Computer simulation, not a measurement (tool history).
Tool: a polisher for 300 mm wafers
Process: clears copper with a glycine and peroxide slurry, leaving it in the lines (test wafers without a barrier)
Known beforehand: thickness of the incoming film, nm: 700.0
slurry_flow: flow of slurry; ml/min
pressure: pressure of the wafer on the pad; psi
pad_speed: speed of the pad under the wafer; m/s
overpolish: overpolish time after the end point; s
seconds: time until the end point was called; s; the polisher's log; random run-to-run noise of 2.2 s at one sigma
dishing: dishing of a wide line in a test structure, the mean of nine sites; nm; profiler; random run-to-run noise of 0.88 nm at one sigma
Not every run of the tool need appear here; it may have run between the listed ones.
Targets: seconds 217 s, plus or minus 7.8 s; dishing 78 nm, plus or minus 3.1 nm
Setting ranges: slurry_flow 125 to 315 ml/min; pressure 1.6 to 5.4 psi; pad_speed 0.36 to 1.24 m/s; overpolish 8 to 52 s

run,hour,slurry_flow,pressure,pad_speed,overpolish,seconds,dishing
1,0,205,3.5,0.8,26,120.34,79.43
2,5.8,205,3.2,0.8,26,129.24,74.419
3,6.9,200,2.9,0.78,29,142.18,74.704
4,9.7,200,3.4,0.78,29,125.09,81.797
5,16.4,200,3.1,0.76,32,138.65,83.815
6,23.9,200,3.5,0.76,32,123.8,88.114
7,26.1,200,3.2,0.74,34,136.63,86.245
8,28.9,200,2.9,0.72,36,148.18,81.878
9,33.4,195,2.7,0.7,38,161.68,82.968
10,37.2,190,2.5,0.7,39,172.29,80.642

Exercise: of the 4 proposed moves below, exactly one satisfies all targets within the stated allowed misses. Which move is it?
A,41,215,2.3,0.6,41,?,?
B,41,190,3,0.74,36,?,?
C,41,205,2.4,0.62,44,?,?
D,41,175,2.1,0.58,47,?,?

move,seconds,dishing
A,199.26,75.027
B,146.43,84.641
C,191.03,80.952
D,221.8,76.396
A: moves toward the targets from the last run without getting all of them in spec
B: misses by more than the last run did
C: moves toward the targets from the last run without getting all of them in spec
D: meets every target
Answer: D
